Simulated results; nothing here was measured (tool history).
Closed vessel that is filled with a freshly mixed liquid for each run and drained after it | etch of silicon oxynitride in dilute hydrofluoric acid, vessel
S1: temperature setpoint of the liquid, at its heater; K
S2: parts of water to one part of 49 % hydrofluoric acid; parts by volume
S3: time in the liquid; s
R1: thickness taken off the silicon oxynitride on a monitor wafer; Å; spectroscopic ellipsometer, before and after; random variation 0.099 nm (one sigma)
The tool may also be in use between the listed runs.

{"run": 1, "hour": 0.0, "S1": 297.15, "S2": 205, "S3": 2500, "R1": 333.67}
{"run": 2, "hour": 7.2, "S1": 295.65, "S2": 210, "S3": 2500, "R1": 301.55}
{"run": 3, "hour": 9.7, "S1": 294.15, "S2": 215, "S3": 2500, "R1": 273.05}
{"run": 4, "hour": 12.2, "S1": 293.15, "S2": 220, "S3": 2500, "R1": 254.66}
{"run": 5, "hour": 19.9, "S1": 293.15, "S2": 190, "S3": 2500, "R1": 299.21}
{"run": 6, "hour": 28.4, "S1": 293.15, "S2": 160, "S3": 2500, "R1": 366.76}
{"run": 7, "hour": 31.7, "S1": 292.15, "S2": 175, "S3": 2500, "R1": 313.65}
{"run": 8, "hour": 36.5, "S1": 291.65, "S2": 190, "S3": 2500, "R1": 281.32}

Run 9 comes next. What will it give?
{"run": 9, "hour": 44.6, "S1": 290.15, "S2": 235, "S3": 2500, "R1": "?"}

Run 9 gave R1 204.71 Å.
